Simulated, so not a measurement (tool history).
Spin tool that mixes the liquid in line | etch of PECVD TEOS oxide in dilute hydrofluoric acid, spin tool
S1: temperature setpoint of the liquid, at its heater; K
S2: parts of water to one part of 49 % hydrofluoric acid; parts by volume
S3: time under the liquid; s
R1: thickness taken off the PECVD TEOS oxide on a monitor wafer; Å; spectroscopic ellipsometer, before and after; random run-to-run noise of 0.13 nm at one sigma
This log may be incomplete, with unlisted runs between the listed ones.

| run | hour | S1 | S2 | S3 | R1 |
|---|---|---|---|---|---|
| 1 | 0 | 295.15 | 190 | 325 | 191.08 |
| 2 | 4 | 292.15 | 190 | 325 | 169.99 |
| 3 | 12.9 | 292.15 | 125 | 325 | 280.17 |
| 4 | 21 | 293.65 | 125 | 325 | 298.08 |
| 5 | 26.5 | 295.65 | 125 | 325 | 321.29 |
| 6 | 31.7 | 294.65 | 130 | 325 | 293.53 |
| 7 | 34.2 | 294.15 | 135 | 325 | 275.02 |

Run 8, settings as shown, results not yet in. Your forecast:
| 8 | 36.1 | 293.65 | 135 | 325 | ? |

Run 8 produced R1 270.65 Å.
